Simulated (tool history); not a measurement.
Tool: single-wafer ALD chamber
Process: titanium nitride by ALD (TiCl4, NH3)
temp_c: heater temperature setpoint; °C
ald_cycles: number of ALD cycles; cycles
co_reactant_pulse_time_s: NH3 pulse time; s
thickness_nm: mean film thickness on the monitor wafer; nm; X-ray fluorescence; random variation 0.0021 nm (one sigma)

| run | hour | temp_c | ald_cycles | co_reactant_pulse_time_s | thickness_nm |
|---|---|---|---|---|---|
| 1 | 0 | 395 | 48 | 1.63 | 1.0167 |
| 2 | 5.3 | 393 | 48 | 1.53 | 1.005 |
| 3 | 6.5 | 393 | 48 | 1.34 | 1.0003 |
| 4 | 8.6 | 387 | 48 | 1.34 | 0.98989 |
| 5 | 12.1 | 387 | 48 | 1.74 | 1.012 |
| 6 | 14.4 | 386 | 48 | 1.67 | 1.0058 |
| 7 | 15.9 | 385 | 48 | 1.62 | 1.0031 |
| 8 | 17 | 384 | 48 | 1.57 | 1.0018 |
| 9 | 18.3 | 383 | 48 | 1.51 | 0.99914 |

Run 10 comes next. What will it give?
| 10 | 20.2 | 382 | 48 | 1.45 | ? |

{"run 10": {"thickness_nm": 0.98974}}
